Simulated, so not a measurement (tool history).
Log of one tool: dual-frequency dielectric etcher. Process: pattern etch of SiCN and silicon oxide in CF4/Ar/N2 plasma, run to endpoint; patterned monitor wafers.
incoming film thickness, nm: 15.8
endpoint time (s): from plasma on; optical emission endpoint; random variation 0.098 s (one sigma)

run,hour,source power (kW),bias power (kW),Ar flow (sccm),CF4 flow (sccm),endpoint time (s)
1,0,0.53,0.083,130,80,14.517
2,1.2,0.48,0.083,130,80,15.629
3,8,0.41,0.083,130,80,17.677
4,11,0.46,0.084,129,80,15.983
5,17.2,0.46,0.092,129,80,15.363
6,23.1,0.51,0.092,129,80,13.876

The next listed run, before its measurement:
7,25.2,0.53,0.092,129,80,?

endpoint time (s): 13.664

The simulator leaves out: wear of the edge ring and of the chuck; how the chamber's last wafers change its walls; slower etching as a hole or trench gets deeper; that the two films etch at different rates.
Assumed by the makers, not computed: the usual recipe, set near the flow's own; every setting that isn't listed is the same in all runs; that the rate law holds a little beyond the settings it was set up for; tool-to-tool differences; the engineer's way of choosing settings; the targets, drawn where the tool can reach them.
